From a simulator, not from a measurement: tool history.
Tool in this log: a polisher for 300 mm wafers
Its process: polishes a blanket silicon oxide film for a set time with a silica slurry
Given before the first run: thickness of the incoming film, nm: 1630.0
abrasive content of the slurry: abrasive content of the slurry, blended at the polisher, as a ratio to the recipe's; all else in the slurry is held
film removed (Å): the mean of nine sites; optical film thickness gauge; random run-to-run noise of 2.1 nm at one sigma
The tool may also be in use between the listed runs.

run  hour  flow of slurry (ml/min)  pressure of the wafer on the pad (kPa)  speed of the pad under the wafer (m/s)  abrasive content of the slurry  polishing time (s)  film removed (Å)
  1     0                      310                                    31.7                                    1.04                               1                  40            1604.1
  2   4.7                      310                                    33.8                                    1.04                               1                  40            1719.8
  3  11.6                      310                                    35.9                                    1.04                               1                  40            1805.6
  4  17.1                      310                                    37.9                                    1.04                               1                  40            1953.6
  5  22.5                      310                                    37.9                                    1.04                               1                  40            1903.1
  6  24.3                      310                                    39.3                                    1.04                               1                  40            1990.6
  7  25.2                      310                                    40.7                                    1.04                               1                  40              2054
  8  30.1                      310                                    42.1                                    1.04                               1                  40            2106.5

Run 9, settings as shown, results not yet in. Your forecast:
  9  39.1                      310                                    42.7                                    1.04                               1                  40                 ?

{"run 9": {"film removed (Å)": 2160.1}}

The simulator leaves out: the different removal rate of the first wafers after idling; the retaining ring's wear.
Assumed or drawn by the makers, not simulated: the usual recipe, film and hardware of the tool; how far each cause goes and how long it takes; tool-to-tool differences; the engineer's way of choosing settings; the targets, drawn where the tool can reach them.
